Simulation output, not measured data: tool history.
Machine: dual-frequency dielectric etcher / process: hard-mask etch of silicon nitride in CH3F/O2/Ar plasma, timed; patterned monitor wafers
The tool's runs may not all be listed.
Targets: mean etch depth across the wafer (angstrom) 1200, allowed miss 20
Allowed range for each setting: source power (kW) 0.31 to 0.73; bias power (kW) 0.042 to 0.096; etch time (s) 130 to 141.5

run	hour	source power (kW)	bias power (kW)	etch time (s)	mean etch depth across the wafer (angstrom)
1	0	0.52	0.069	141.5	1081.5
2	8.4	0.52	0.076	141.5	1126.5
3	11.1	0.54	0.076	141.5	1136.1
4	11.8	0.56	0.076	141.5	1147.6
5	12.5	0.58	0.076	141.5	1165.4
6	17.1	0.58	0.076	141.5	1166.3
7	18.1	0.59	0.076	141.5	1178
8	26.6	0.6	0.076	141.5	1186.5
9	27.6	0.6	0.076	141.5	1169.7

Of the 5 settings listed for the next run, only one would bring every result within its allowed miss of target. Which one?
A	28.6	0.71	0.071	132	?
B	28.6	0.61	0.084	130	?
C	28.6	0.59	0.078	132.5	?
D	28.6	0.63	0.093	133	?
E	28.6	0.61	0.072	137.5	?

move	mean etch depth across the wafer (angstrom)
A	1146.9
B	1134.3
C	1113.8
D	1216.4
E	1137.7
A: the biggest miss grows against the last run
B: the biggest miss grows against the last run
C: the biggest miss grows against the last run
D: in spec on every target
E: the biggest miss grows against the last run
Move D is the one to make.

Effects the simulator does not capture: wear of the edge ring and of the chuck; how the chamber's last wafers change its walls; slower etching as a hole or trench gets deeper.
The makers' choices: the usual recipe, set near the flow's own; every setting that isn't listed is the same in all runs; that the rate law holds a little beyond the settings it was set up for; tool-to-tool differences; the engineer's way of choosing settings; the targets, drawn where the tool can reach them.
